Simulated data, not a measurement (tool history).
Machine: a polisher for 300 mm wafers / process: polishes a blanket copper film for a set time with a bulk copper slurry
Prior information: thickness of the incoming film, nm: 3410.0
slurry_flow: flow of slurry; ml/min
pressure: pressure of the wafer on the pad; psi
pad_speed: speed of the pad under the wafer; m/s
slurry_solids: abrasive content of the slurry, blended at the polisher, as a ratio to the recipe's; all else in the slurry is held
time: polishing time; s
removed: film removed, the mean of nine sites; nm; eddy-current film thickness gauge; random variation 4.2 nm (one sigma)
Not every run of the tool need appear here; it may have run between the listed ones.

run 1 hour=0.0 | slurry_flow=300 pressure=2.7 pad_speed=1.38 slurry_solids=1.0 time=54 | removed=561.57
run 2 hour=6.4 | slurry_flow=300 pressure=2.3 pad_speed=1.36 slurry_solids=1.0 time=54 | removed=481.53
run 3 hour=11.2 | slurry_flow=300 pressure=2.3 pad_speed=1.68 slurry_solids=1.0 time=54 | removed=569.03
run 4 hour=16.6 | slurry_flow=300 pressure=1.9 pad_speed=1.68 slurry_solids=1.0 time=54 | removed=461.58
run 5 hour=24.7 | slurry_flow=325 pressure=1.9 pad_speed=1.68 slurry_solids=1.0 time=54 | removed=466.68
run 6 hour=28.7 | slurry_flow=325 pressure=1.9 pad_speed=1.90 slurry_solids=1.0 time=54 | removed=516.92
run 7 hour=32.9 | slurry_flow=325 pressure=1.7 pad_speed=1.80 slurry_solids=1.0 time=54 | removed=452.85

Predict the results of run 8:
run 8 hour=41.3 | slurry_flow=325 pressure=1.6 pad_speed=1.72 slurry_solids=1.0 time=54 | removed=?

removed: 410.20 nm
